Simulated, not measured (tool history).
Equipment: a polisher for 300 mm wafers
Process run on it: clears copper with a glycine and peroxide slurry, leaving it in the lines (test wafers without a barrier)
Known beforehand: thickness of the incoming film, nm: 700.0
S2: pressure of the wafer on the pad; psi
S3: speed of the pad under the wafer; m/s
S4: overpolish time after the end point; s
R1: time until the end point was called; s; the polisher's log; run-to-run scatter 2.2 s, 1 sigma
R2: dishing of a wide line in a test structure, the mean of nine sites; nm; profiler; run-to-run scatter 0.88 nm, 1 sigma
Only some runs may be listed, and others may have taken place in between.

Run 1, hour 0: flow of slurry (ml/min) 205, S2 3.5 psi, S3 0.8 m/s, S4 26 s. Result: R1 120.34 s, R2 79.43 nm.
Run 2, hour 5.8: flow of slurry (ml/min) 205, S2 3.2 psi, S3 0.8 m/s, S4 26 s. Result: R1 129.24 s, R2 74.419 nm.
Run 3, hour 6.9: flow of slurry (ml/min) 200, S2 2.9 psi, S3 0.78 m/s, S4 29 s. Result: R1 142.18 s, R2 74.704 nm.
Run 4, hour 9.7: flow of slurry (ml/min) 200, S2 3.4 psi, S3 0.78 m/s, S4 29 s. Result: R1 125.09 s, R2 81.797 nm.
Run 5, hour 16.4: flow of slurry (ml/min) 200, S2 3.1 psi, S3 0.76 m/s, S4 32 s. Result: R1 138.65 s, R2 83.815 nm.
Run 6, hour 23.9: flow of slurry (ml/min) 200, S2 3.5 psi, S3 0.76 m/s, S4 32 s. Result: R1 123.8 s, R2 88.114 nm.
Run 7, hour 26.1: flow of slurry (ml/min) 200, S2 3.2 psi, S3 0.74 m/s, S4 34 s. Result: R1 136.63 s, R2 86.245 nm.
Run 8, hour 28.9: flow of slurry (ml/min) 200, S2 2.9 psi, S3 0.72 m/s, S4 36 s. Result: R1 148.18 s, R2 81.878 nm.

For run 9, what comes out?
Run 9, hour 33.4: flow of slurry (ml/min) 195, S2 2.7 psi, S3 0.7 m/s, S4 38 s. Result: R1 ?, R2 ?.

{"run 9": {"R1": 161.68, "R2": 82.968}}
